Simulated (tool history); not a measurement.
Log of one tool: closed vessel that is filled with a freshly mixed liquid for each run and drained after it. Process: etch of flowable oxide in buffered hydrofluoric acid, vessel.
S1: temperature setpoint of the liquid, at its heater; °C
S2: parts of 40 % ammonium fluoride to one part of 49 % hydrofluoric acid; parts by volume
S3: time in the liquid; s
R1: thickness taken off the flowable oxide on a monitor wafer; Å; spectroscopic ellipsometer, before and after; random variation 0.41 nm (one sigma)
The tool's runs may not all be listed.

| run | hour | S1 | S2 | S3 | R1 |
|---|---|---|---|---|---|
| 1 | 0.0 | 23.0 | 13.0 | 35 | 1384.60 |
| 2 | 1.4 | 21.5 | 14.0 | 35 | 1191.70 |
| 3 | 1.9 | 20.5 | 15.0 | 35 | 1046.10 |
| 4 | 9.3 | 20.5 | 13.0 | 35 | 1216.90 |
| 5 | 18.0 | 19.5 | 14.0 | 35 | 1063.10 |
| 6 | 23.4 | 19.0 | 14.5 | 35 | 1000.80 |
| 7 | 30.2 | 18.5 | 15.0 | 35 | 941.93 |

The next listed run, before its measurement:
| 8 | 34.2 | 18.0 | 15.5 | 35 | ? |

R1: 883.56 Å
